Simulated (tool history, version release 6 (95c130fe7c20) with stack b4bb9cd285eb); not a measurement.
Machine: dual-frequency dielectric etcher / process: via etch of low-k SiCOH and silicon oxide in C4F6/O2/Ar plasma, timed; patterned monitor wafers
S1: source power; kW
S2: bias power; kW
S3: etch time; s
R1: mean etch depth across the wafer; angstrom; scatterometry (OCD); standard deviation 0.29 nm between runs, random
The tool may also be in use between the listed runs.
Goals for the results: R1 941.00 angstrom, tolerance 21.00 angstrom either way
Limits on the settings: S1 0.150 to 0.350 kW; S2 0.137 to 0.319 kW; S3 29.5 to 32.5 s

run  hour     S1     S2    S3      R1
  1   0.0  0.250  0.228  32.5  796.09
  2   2.7  0.250  0.228  32.5  798.50
  3   7.4  0.260  0.233  32.5  824.24
  4  12.3  0.230  0.233  32.5  770.31
  5  16.0  0.250  0.236  32.5  812.98
  6  19.5  0.220  0.236  32.5  759.45
     27.4  -- bias power generator calibrated
  7  27.4  0.240  0.239  32.5  818.58
  8  27.9  0.250  0.240  32.5  839.12
  9  30.4  0.260  0.241  32.5  857.50
 10  35.3  0.310  0.254  32.5  965.80

Exactly one of the 4 candidate moves below puts every result within its allowed miss. Which one?
  A  40.2  0.330  0.248  30.0   ?
  B  40.2  0.310  0.259  31.5   ?
  C  40.2  0.330  0.250  32.5   ?
  D  40.2  0.320  0.245  29.5   ?

move      R1
   A  912.41
   B  949.18
   C  992.51
   D  877.98
A: moves the result that the last run missed by most past its target, out the other side
B: every result within its allowed miss
C: lands further from the targets than the last run did
D: moves the result that the last run missed by most past its target, out the other side
The move that meets every target is B.
